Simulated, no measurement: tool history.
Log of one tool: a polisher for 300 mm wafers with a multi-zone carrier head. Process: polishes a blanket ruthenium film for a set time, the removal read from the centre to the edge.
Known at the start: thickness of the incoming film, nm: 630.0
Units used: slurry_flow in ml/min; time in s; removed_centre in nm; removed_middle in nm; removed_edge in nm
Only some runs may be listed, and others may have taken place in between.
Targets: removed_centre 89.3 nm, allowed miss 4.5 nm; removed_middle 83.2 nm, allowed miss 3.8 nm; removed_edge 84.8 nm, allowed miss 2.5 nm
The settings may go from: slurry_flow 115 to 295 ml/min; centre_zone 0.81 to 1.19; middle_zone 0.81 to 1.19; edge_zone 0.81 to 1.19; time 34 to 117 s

run 1 day=0 | slurry_flow=190 centre_zone=1 middle_zone=1 edge_zone=1 time=75 | removed_centre=120.41 removed_middle=121.72 removed_edge=124.33
run 2 day=0.058 | slurry_flow=185 centre_zone=1.01 middle_zone=0.98 edge_zone=0.97 time=69 | removed_centre=110.5 removed_middle=108.38 removed_edge=112.13
run 3 day=0.179 | slurry_flow=180 centre_zone=1.01 middle_zone=0.97 edge_zone=0.94 time=65 | removed_centre=104.84 removed_middle=100.37 removed_edge=102.96
run 4 day=0.35 | slurry_flow=175 centre_zone=1 middle_zone=0.96 edge_zone=0.91 time=63 | removed_centre=99.043 removed_middle=95.621 removed_edge=98.048
run 5 day=0.717 | slurry_flow=175 centre_zone=1.05 middle_zone=0.96 edge_zone=0.91 time=63 | removed_centre=105.69 removed_middle=95.456 removed_edge=99.204
run 6 day=0.9 | slurry_flow=170 centre_zone=1.04 middle_zone=0.95 edge_zone=0.89 time=61 | removed_centre=98.642 removed_middle=89.745 removed_edge=94.261
-- day=1.15 slurry nozzle cleaned
run 7 day=1.15 | slurry_flow=165 centre_zone=1.04 middle_zone=0.95 edge_zone=0.87 time=60 | removed_centre=103.94 removed_middle=94.475 removed_edge=95.336
run 8 day=1.188 | slurry_flow=165 centre_zone=1.04 middle_zone=0.95 edge_zone=0.87 time=60 | removed_centre=103.62 removed_middle=94.951 removed_edge=94.186
run 9 day=1.542 | slurry_flow=165 centre_zone=1.03 middle_zone=0.94 edge_zone=0.86 time=59 | removed_centre=101.91 removed_middle=93.2 removed_edge=90.47
run 10 day=1.742 | slurry_flow=165 centre_zone=1.01 middle_zone=0.92 edge_zone=0.87 time=58 | removed_centre=97.227 removed_middle=92.201 removed_edge=90.593
run 11 day=2 | slurry_flow=140 centre_zone=0.99 middle_zone=0.85 edge_zone=0.83 time=54 | removed_centre=84.777 removed_middle=75.894 removed_edge=80.911

Next run, 5 choices. One meets every target within its allowed miss, the rest don't. Which?
run A day=2.258 | slurry_flow=120 centre_zone=1 middle_zone=0.88 edge_zone=0.81 time=59 | removed_centre=? removed_middle=? removed_edge=?
run B day=2.258 | slurry_flow=125 centre_zone=0.94 middle_zone=0.85 edge_zone=0.91 time=56 | removed_centre=? removed_middle=? removed_edge=?
run C day=2.258 | slurry_flow=150 centre_zone=0.95 middle_zone=0.83 edge_zone=0.86 time=52 | removed_centre=? removed_middle=? removed_edge=?
run D day=2.258 | slurry_flow=115 centre_zone=0.87 middle_zone=0.81 edge_zone=0.83 time=58 | removed_centre=? removed_middle=? removed_edge=?
run E day=2.258 | slurry_flow=150 centre_zone=1.11 middle_zone=0.86 edge_zone=0.81 time=57 | removed_centre=? removed_middle=? removed_edge=?

move=A removed_centre=89.439 removed_middle=85.023 removed_edge=84.34
move=B removed_centre=80.952 removed_middle=79.987 removed_edge=85.049
move=C removed_centre=79.934 removed_middle=76.627 removed_edge=79.479
move=D removed_centre=75.585 removed_middle=78.64 removed_edge=83.126
move=E removed_centre=102.08 removed_middle=85.707 removed_edge=84.818
A: every result within its allowed miss
B: the worst result of the last run now meets its target, but another is out of spec
C: the biggest miss grows against the last run
D: the biggest miss grows against the last run
E: the worst result of the last run now meets its target, but another is out of spec
The right move is A.

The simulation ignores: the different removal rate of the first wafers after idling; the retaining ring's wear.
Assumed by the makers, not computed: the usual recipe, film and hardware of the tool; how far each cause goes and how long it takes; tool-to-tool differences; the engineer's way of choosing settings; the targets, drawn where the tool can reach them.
